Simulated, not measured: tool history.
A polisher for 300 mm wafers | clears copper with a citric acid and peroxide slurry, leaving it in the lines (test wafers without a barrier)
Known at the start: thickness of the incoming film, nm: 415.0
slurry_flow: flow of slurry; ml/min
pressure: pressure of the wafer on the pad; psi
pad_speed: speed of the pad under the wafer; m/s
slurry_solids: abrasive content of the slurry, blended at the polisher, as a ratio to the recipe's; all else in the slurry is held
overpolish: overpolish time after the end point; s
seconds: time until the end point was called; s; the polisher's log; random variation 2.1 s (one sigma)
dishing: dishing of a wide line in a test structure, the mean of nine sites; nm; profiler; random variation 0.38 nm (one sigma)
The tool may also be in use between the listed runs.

{"run": 1, "hour": 0.0, "slurry_flow": 175, "pressure": 3.7, "pad_speed": 1.14, "slurry_solids": 1.0, "overpolish": 11, "seconds": 122.63, "dishing": 30.436}
{"run": 2, "hour": 8.4, "slurry_flow": 175, "pressure": 3.7, "pad_speed": 1.14, "slurry_solids": 1.0, "overpolish": 14, "seconds": 119.91, "dishing": 37.312}
{"run": 3, "hour": 15.5, "slurry_flow": 175, "pressure": 3.4, "pad_speed": 1.14, "slurry_solids": 1.0, "overpolish": 14, "seconds": 130.06, "dishing": 34.17}
{"run": 4, "hour": 16.2, "slurry_flow": 175, "pressure": 3.4, "pad_speed": 1.14, "slurry_solids": 1.0, "overpolish": 12, "seconds": 131.81, "dishing": 30.794}
{"run": 5, "hour": 21.0, "slurry_flow": 175, "pressure": 3.4, "pad_speed": 1.02, "slurry_solids": 1.0, "overpolish": 12, "seconds": 150.09, "dishing": 27.284}
{"run": 6, "hour": 26.4, "slurry_flow": 175, "pressure": 3.3, "pad_speed": 1.02, "slurry_solids": 1.0, "overpolish": 12, "seconds": 150.89, "dishing": 27.787}

Run 7 comes next. What will it give?
{"run": 7, "hour": 29.0, "slurry_flow": 175, "pressure": 3.2, "pad_speed": 1.02, "slurry_solids": 1.0, "overpolish": 12, "seconds": "?", "dishing": "?"}

Run 7 gave seconds 157.64 s, dishing 26.776 nm.

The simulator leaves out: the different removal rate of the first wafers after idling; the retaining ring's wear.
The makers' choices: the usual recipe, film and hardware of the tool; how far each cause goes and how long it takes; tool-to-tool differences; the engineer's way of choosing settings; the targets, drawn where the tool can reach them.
